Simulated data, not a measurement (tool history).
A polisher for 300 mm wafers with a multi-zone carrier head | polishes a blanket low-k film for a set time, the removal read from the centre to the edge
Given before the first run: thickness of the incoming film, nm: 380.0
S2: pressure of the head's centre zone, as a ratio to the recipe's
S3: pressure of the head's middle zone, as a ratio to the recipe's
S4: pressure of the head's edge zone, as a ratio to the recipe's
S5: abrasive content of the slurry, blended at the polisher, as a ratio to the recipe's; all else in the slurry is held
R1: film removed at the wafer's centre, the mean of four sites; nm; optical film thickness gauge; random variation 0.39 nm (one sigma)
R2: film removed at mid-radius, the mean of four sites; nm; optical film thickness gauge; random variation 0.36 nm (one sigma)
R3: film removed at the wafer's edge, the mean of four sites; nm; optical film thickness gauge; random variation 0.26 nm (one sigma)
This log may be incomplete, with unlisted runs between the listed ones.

{"run": 1, "hour": 0.0, "flow of slurry (ml/min)": 300, "S2": 1.0, "S3": 1.0, "S4": 1.0, "S5": 1.0, "polishing time (s)": 78, "R1": 21.497, "R2": 21.297, "R3": 21.413}
{"run": 2, "hour": 1.3, "flow of slurry (ml/min)": 330, "S2": 1.0, "S3": 1.0, "S4": 1.0, "S5": 1.0, "polishing time (s)": 78, "R1": 21.564, "R2": 21.303, "R3": 20.863}
{"run": 3, "hour": 9.7, "flow of slurry (ml/min)": 325, "S2": 1.01, "S3": 1.0, "S4": 1.02, "S5": 1.05, "polishing time (s)": 78, "R1": 22.28, "R2": 22.034, "R3": 22.228}
{"run": 4, "hour": 16.2, "flow of slurry (ml/min)": 325, "S2": 1.01, "S3": 1.0, "S4": 1.02, "S5": 1.05, "polishing time (s)": 60, "R1": 16.62, "R2": 16.882, "R3": 16.902}
{"run": 5, "hour": 23.8, "flow of slurry (ml/min)": 275, "S2": 1.01, "S3": 1.0, "S4": 1.02, "S5": 1.05, "polishing time (s)": 60, "R1": 16.903, "R2": 16.594, "R3": 16.812}
{"run": 6, "hour": 26.5, "flow of slurry (ml/min)": 275, "S2": 1.02, "S3": 1.0, "S4": 1.03, "S5": 1.1, "polishing time (s)": 62, "R1": 18.046, "R2": 17.684, "R3": 17.619}
{"run": 7, "hour": 27.3, "flow of slurry (ml/min)": 280, "S2": 1.01, "S3": 0.92, "S4": 1.13, "S5": 1.35, "polishing time (s)": 80, "R1": 23.754, "R2": 22.448, "R3": 25.349}

Expected results for the next run?
{"run": 8, "hour": 31.4, "flow of slurry (ml/min)": 285, "S2": 1.02, "S3": 0.93, "S4": 1.13, "S5": 1.35, "polishing time (s)": 80, "R1": "?", "R2": "?", "R3": "?"}

{"run 8": {"R1": 24.556, "R2": 23.282, "R3": 25.778}}

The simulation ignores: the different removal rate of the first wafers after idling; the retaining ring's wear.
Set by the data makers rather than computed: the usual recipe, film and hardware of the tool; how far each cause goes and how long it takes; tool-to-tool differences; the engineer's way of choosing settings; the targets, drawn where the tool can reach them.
